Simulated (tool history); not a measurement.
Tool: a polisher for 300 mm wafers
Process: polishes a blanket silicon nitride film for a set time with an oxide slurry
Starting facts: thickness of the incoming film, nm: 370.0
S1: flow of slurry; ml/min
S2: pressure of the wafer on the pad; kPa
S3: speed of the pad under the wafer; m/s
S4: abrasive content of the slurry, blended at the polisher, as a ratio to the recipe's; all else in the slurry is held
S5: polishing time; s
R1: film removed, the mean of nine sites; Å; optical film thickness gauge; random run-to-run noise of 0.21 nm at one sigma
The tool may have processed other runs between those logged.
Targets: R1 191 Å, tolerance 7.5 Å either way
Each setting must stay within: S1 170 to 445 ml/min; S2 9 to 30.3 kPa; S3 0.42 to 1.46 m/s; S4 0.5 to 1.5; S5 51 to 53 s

run    day   S1    S2    S3  S4  S5      R1
  1      0  285  19.3  0.94   1  51   241.7
  2  0.192  285  19.3  0.94   1  53  260.57
  3  0.221  285  17.9  0.94   1  53  236.38
  4  0.338  285  17.9  1.16   1  53  267.33
  5  0.479  285  17.9  1.16   1  53  275.74
  6  0.638  285  16.5  1.16   1  53   249.5
  7  0.908  285  15.9  1.16   1  53  239.45
  8  0.971  285  15.2  1.16   1  53  228.37
  9  1.021  285  14.5  1.16   1  53  218.41
 10  1.283  285  11.7  1.16   1  53  177.51

4 next moves are on the table. One of them brings every result within its allowed miss. Which?
  A  1.546  350  10.3  1.16  1.15  51   ?
  B  1.546  290    11  1.08   1.1  53   ?
  C  1.546  295  12.4  1.22     1  52   ?
  D  1.546  275  11.7  1.12  0.95  51   ?

move      R1
   A  168.22
   B  171.68
   C  193.07
   D  164.82
A: lands further from the targets than the last run did
B: lands further from the targets than the last run did
C: every result within its allowed miss
D: lands further from the targets than the last run did
So the answer is move C, the one that meets all the targets.

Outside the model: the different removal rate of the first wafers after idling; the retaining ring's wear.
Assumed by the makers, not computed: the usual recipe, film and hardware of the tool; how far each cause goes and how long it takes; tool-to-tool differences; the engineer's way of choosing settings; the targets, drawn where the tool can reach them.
